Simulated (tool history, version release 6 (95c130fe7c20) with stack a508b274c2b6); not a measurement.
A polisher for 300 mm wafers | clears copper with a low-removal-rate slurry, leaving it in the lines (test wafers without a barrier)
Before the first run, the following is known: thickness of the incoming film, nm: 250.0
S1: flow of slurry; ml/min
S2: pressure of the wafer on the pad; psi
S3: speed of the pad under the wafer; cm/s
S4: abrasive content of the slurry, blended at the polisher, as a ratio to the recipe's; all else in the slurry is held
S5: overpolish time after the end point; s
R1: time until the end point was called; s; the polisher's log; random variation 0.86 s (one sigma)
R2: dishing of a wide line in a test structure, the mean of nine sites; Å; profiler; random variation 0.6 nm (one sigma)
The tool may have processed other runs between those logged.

| run | hour | S1 | S2 | S3 | S4 | S5 | R1 | R2 |
|---|---|---|---|---|---|---|---|---|
| 1 | 0.0 | 195 | 3.2 | 86 | 1.0 | 16 | 77.671 | 283.90 |
| 2 | 4.7 | 165 | 3.2 | 86 | 1.0 | 16 | 78.752 | 298.77 |
| 3 | 9.8 | 165 | 3.2 | 106 | 1.0 | 16 | 62.360 | 320.83 |
| 4 | 13.1 | 165 | 3.2 | 106 | 1.0 | 15 | 64.984 | 310.09 |
| 5 | 15.4 | 200 | 3.2 | 106 | 1.0 | 15 | 62.245 | 320.87 |
| 6 | 18.3 | 200 | 3.2 | 106 | 1.0 | 13 | 63.838 | 279.95 |

What will run 7 give?
| 7 | 25.5 | 200 | 3.2 | 106 | 1.0 | 12 | ? | ? |

For run 7 the tool returned R1 64.412 s, R2 271.94 Å.
